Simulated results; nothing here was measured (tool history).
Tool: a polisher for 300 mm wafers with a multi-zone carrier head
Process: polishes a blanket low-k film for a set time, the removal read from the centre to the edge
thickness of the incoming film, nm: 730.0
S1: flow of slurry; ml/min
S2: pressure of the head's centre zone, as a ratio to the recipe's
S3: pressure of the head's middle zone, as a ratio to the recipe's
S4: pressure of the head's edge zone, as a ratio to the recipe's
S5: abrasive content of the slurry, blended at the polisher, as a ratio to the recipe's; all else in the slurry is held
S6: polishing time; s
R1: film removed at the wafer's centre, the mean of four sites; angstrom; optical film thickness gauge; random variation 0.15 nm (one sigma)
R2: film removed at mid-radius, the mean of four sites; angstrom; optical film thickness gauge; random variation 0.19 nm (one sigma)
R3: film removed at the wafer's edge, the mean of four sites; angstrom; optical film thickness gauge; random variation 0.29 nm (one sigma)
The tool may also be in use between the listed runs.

run  hour   S1    S2    S3    S4    S5  S6      R1      R2      R3
  1     0  285     1     1     1     1  72  386.32  368.62  368.81
  2     4  285     1     1     1   1.2  72  409.75  395.38  394.98
  3  11.8  290  0.99  1.01  0.97  1.05  68  369.85  359.15  350.52
  4  12.3  290  0.99  1.01     1  1.05  68  367.53  363.91  352.79
  5  14.1  290  0.99  1.01     1  1.15  68  381.14   374.6  368.19
  6  17.5  290  0.99  1.01     1   1.1  68  374.33   367.6  360.87
  7  22.4  300  0.98  1.01  0.97  0.95  64   333.7   330.2  317.36
  8  25.8  310  0.97  1.01  0.95  0.85  62  302.35  303.02  294.45
  9  32.9  305  0.98  1.02  0.92  0.75  60  283.33  279.68  265.11

Forecast run 10:
 10  37.6  295  0.98  1.03  0.9  0.7  60   ?   ?   ?

R1: 273.21 angstrom
R2: 275.36 angstrom
R3: 254.63 angstrom

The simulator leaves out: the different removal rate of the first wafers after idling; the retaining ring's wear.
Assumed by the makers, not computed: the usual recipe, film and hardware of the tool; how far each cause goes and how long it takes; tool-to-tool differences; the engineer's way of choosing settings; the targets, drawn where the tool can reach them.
